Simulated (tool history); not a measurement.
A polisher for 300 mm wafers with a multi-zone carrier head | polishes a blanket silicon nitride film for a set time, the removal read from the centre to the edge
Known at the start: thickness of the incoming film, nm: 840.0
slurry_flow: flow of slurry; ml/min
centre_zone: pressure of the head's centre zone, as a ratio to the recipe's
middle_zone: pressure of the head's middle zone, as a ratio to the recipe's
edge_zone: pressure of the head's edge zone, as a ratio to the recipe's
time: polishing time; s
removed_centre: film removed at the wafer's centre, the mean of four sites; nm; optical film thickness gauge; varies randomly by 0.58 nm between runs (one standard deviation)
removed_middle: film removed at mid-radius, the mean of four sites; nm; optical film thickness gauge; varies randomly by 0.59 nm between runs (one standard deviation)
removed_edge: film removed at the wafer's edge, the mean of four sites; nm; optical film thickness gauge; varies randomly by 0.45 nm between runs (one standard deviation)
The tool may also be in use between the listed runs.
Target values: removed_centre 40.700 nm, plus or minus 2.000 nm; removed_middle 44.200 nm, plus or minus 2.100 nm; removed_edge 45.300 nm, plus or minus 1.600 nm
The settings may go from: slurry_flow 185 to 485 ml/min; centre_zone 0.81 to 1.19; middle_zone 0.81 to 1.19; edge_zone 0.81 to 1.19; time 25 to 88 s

run,hour,slurry_flow,centre_zone,middle_zone,edge_zone,time,removed_centre,removed_middle,removed_edge
1,0.0,310,1.00,1.00,1.00,56,68.712,68.577,71.750
2,3.9,310,1.05,1.00,1.00,56,73.758,71.767,70.884
3,5.6,310,1.05,1.00,0.97,56,73.302,70.317,69.381
4,14.5,380,1.05,1.00,0.97,56,74.847,69.859,69.687
5,15.0,375,1.02,1.00,0.95,51,66.169,65.353,62.863
6,21.1,375,0.98,1.00,0.95,51,61.364,66.910,64.926
7,28.5,375,0.97,0.97,0.95,47,57.780,58.791,57.865
8,37.2,375,0.94,0.95,0.94,45,53.646,54.939,56.033
9,40.0,375,0.92,0.94,0.93,43,50.727,52.762,53.270
10,47.6,375,0.90,0.93,0.92,42,48.304,51.404,51.195
11,54.6,370,0.88,0.91,0.91,41,45.461,49.318,49.611

Which one of the following 4 next-run settings gets every result inside its allowed miss? There is exactly one.
A,61.6,420,1.01,0.94,0.82,38,?,?,?
B,61.6,430,0.84,0.88,0.85,38,?,?,?
C,61.6,345,1.10,1.08,0.81,37,?,?,?
D,61.6,430,0.82,0.95,0.92,39,?,?,?

move,removed_centre,removed_middle,removed_edge
A,49.660,47.761,44.487
B,41.298,45.328,45.296
C,51.820,51.437,42.473
D,41.387,49.580,48.147
A: the worst result of the last run now meets its target, but another is out of spec
B: all results in spec
C: takes the result that was furthest off past its target
D: about the same distance from the targets as the last run
Answer: B

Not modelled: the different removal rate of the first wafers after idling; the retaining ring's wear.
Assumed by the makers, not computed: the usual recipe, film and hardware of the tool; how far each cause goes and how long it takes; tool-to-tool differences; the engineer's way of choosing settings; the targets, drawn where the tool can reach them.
